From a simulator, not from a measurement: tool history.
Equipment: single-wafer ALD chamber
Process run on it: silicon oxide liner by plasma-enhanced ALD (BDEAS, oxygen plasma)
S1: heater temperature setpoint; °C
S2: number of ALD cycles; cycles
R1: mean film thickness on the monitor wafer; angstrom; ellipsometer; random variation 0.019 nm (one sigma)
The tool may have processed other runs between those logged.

| run | day | S1 | S2 | R1 |
|---|---|---|---|---|
| 1 | 0.000 | 315 | 72 | 63.416 |
| 2 | 0.362 | 306 | 72 | 64.365 |
| 3 | 0.538 | 307 | 68 | 60.752 |
| 4 | 0.754 | 307 | 65 | 58.100 |
| 5 | 1.096 | 315 | 65 | 57.372 |
| 6 | 1.454 | 315 | 63 | 55.862 |
| 7 | 1.617 | 315 | 61 | 53.509 |

What will run 8 give?
| 8 | 1.700 | 315 | 60 | ? |

R1: 53.134 angstrom
